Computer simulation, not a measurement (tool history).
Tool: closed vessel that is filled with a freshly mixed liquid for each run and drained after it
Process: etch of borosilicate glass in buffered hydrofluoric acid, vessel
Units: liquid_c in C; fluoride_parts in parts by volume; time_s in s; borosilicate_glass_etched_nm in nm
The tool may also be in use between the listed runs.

run 1 hour=0 | liquid_c=23 fluoride_parts=8.5 time_s=85 | borosilicate_glass_etched_nm=115.12
run 2 hour=1.2 | liquid_c=26.5 fluoride_parts=8.5 time_s=85 | borosilicate_glass_etched_nm=139.78
run 3 hour=10.2 | liquid_c=26.5 fluoride_parts=11 time_s=85 | borosilicate_glass_etched_nm=111.29
run 4 hour=12.7 | liquid_c=27 fluoride_parts=10 time_s=85 | borosilicate_glass_etched_nm=125.27
run 5 hour=20.2 | liquid_c=30 fluoride_parts=10 time_s=85 | borosilicate_glass_etched_nm=146.67
run 6 hour=25.1 | liquid_c=30 fluoride_parts=10 time_s=90 | borosilicate_glass_etched_nm=154.27

Forecast run 7:
run 7 hour=31.6 | liquid_c=30 fluoride_parts=9 time_s=90 | borosilicate_glass_etched_nm=?

Run 7 gave borosilicate_glass_etched_nm 165.72 nm.

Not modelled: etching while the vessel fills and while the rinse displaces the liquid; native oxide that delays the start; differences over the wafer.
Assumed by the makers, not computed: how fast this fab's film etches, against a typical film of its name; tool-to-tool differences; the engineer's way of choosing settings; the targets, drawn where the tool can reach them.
